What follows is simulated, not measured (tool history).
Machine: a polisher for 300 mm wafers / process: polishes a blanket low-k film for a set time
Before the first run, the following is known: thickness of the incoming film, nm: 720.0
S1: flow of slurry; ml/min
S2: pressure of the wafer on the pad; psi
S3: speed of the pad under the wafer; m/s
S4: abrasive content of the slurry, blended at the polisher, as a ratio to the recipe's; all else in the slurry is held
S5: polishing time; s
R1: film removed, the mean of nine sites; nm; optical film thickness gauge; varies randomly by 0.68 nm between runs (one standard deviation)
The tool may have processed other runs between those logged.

run  hour   S1   S2    S3  S4  S5      R1
  1     0  260  2.2  1.24   1  72  34.249
  2   7.9  320  2.2  1.24   1  72  34.861
  3  12.2  320  2.2   1.1   1  72  31.916
  4  13.6  320  2.2   1.3   1  72  36.649
  5  15.7  255  2.2   1.3   1  72  36.181
  6  19.7  235  2.2   1.3   1  72  35.618

For run 7, what comes out?
  7  26.2  235  2.4  1.3   1  72   ?

Run 7 yielded R1 39.001 nm.
